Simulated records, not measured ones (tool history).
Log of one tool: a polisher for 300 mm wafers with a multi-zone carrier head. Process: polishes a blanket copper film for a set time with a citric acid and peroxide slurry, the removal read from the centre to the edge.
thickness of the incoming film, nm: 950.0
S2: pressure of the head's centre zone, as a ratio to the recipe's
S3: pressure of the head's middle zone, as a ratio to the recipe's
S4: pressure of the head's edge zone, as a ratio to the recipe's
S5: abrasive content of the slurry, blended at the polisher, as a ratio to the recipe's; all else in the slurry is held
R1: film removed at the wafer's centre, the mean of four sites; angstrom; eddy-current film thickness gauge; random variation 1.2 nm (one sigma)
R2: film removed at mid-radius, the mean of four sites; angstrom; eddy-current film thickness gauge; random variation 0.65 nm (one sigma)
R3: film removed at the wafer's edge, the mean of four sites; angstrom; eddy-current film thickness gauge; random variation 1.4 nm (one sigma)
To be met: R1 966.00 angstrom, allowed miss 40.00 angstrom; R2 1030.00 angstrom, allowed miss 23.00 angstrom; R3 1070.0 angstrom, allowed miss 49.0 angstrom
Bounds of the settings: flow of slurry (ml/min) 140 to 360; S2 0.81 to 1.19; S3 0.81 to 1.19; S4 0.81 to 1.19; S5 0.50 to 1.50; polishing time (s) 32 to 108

{"run": 1, "hour": 0.0, "flow of slurry (ml/min)": 230, "S2": 1.0, "S3": 1.0, "S4": 1.0, "S5": 1.0, "polishing time (s)": 70, "R1": 1121.6, "R2": 1125.3, "R3": 1156.3}
{"run": 2, "hour": 5.3, "flow of slurry (ml/min)": 220, "S2": 0.98, "S3": 0.99, "S4": 0.99, "S5": 1.0, "polishing time (s)": 70, "R1": 1079.4, "R2": 1122.2, "R3": 1138.8}
{"run": 3, "hour": 14.0, "flow of slurry (ml/min)": 215, "S2": 0.97, "S3": 0.98, "S4": 0.98, "S5": 1.0, "polishing time (s)": 70, "R1": 1043.1, "R2": 1119.0, "R3": 1086.8}
{"run": 4, "hour": 22.6, "flow of slurry (ml/min)": 210, "S2": 0.97, "S3": 0.97, "S4": 0.99, "S5": 1.0, "polishing time (s)": 70, "R1": 1064.1, "R2": 1095.0, "R3": 1117.1}
{"run": 5, "hour": 23.5, "flow of slurry (ml/min)": 205, "S2": 0.96, "S3": 0.96, "S4": 0.99, "S5": 1.0, "polishing time (s)": 70, "R1": 1071.2, "R2": 1078.3, "R3": 1119.3}
{"run": 6, "hour": 30.9, "flow of slurry (ml/min)": 205, "S2": 0.96, "S3": 0.96, "S4": 0.99, "S5": 1.15, "polishing time (s)": 70, "R1": 1104.6, "R2": 1124.9, "R3": 1184.2}
{"hour": 38.5, "done": "slurry nozzle cleaned"}
{"run": 7, "hour": 38.5, "flow of slurry (ml/min)": 200, "S2": 0.94, "S3": 0.95, "S4": 0.98, "S5": 1.15, "polishing time (s)": 70, "R1": 1143.6, "R2": 1189.5, "R3": 1206.9}
{"run": 8, "hour": 45.2, "flow of slurry (ml/min)": 195, "S2": 0.94, "S3": 0.95, "S4": 0.99, "S5": 1.1, "polishing time (s)": 70, "R1": 1110.3, "R2": 1147.1, "R3": 1188.2}
{"run": 9, "hour": 47.9, "flow of slurry (ml/min)": 195, "S2": 0.93, "S3": 0.94, "S4": 0.99, "S5": 1.05, "polishing time (s)": 70, "R1": 1066.1, "R2": 1140.1, "R3": 1177.5}
{"run": 10, "hour": 48.9, "flow of slurry (ml/min)": 195, "S2": 0.93, "S3": 0.94, "S4": 0.99, "S5": 1.05, "polishing time (s)": 70, "R1": 1095.2, "R2": 1141.7, "R3": 1157.3}
{"run": 11, "hour": 55.6, "flow of slurry (ml/min)": 170, "S2": 0.84, "S3": 0.86, "S4": 0.91, "S5": 0.9, "polishing time (s)": 70, "R1": 904.93, "R2": 1019.3, "R3": 1070.6}
{"run": 12, "hour": 63.6, "flow of slurry (ml/min)": 170, "S2": 0.85, "S3": 0.86, "S4": 0.91, "S5": 0.9, "polishing time (s)": 70, "R1": 920.54, "R2": 1014.2, "R3": 1054.7}

Which of these 4 next moves meets every target?
{"run": "A", "hour": 71.6, "flow of slurry (ml/min)": 175, "S2": 0.82, "S3": 0.89, "S4": 1.03, "S5": 1.0, "polishing time (s)": 66, "R1": "?", "R2": "?", "R3": "?"}
{"run": "B", "hour": 71.6, "flow of slurry (ml/min)": 175, "S2": 0.96, "S3": 0.84, "S4": 0.91, "S5": 0.9, "polishing time (s)": 68, "R1": "?", "R2": "?", "R3": "?"}
{"run": "C", "hour": 71.6, "flow of slurry (ml/min)": 155, "S2": 0.88, "S3": 0.85, "S4": 0.88, "S5": 0.55, "polishing time (s)": 85, "R1": "?", "R2": "?", "R3": "?"}
{"run": "D", "hour": 71.6, "flow of slurry (ml/min)": 245, "S2": 0.86, "S3": 0.81, "S4": 0.96, "S5": 0.6, "polishing time (s)": 75, "R1": "?", "R2": "?", "R3": "?"}

move=A R1=870.74 R2=1004.40 R3=1104.7
move=B R1=1020.50 R2=974.12 R3=1041.9
move=C R1=976.71 R2=1027.80 R3=1082.9
move=D R1=945.58 R2=984.37 R3=1084.3
A: further off than the last run
B: takes the result that was furthest off past its target
C: meets every target
D: brings the result that was furthest off to its target, and leaves another outside
Move C is the one to make.
